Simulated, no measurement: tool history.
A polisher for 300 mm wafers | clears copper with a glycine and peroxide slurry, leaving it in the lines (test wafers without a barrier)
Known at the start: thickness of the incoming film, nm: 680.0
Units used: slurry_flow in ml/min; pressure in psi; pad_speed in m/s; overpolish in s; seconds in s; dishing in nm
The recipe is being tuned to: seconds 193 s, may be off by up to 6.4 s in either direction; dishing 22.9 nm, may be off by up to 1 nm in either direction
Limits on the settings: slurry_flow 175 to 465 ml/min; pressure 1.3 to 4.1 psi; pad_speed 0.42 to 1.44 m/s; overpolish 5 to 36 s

run    day  slurry_flow  pressure  pad_speed  overpolish  seconds  dishing
  1      0          295       2.7       0.92          18   142.49   62.529
  2  0.296          345       2.7       0.92          18   139.82   63.411
  3  0.671          345       3.1       0.92          18   128.19   67.016
  4  0.892          360       3.1       0.86          16   135.76   59.339
  5  1.246          360       3.1       0.86          22    134.7   78.318
  6  1.621          365         3       0.84          20   141.82   69.404
  7  1.992          340       2.8       0.84          18   146.37    60.17
  8  2.317          255       2.1       0.72           9   198.76   24.855

Exercise: of the 4 proposed moves below, exactly one satisfies all targets within the stated allowed misses. Which move is it?
  A  2.642          245       1.6       0.86           9        ?        ?
  B  2.642          225       1.8       0.74          10        ?        ?
  C  2.642          245       2.4       0.68           8        ?        ?
  D  2.642          280       2.3        0.7           9        ?        ?

move  seconds  dishing
   A   192.59   25.283
   B   207.01   26.163
   C   191.79   22.845
   D   188.79   25.904
A: lands further from the targets than the last run did
B: lands further from the targets than the last run did
C: meets every target
D: lands further from the targets than the last run did
Go with C: it meets all targets.
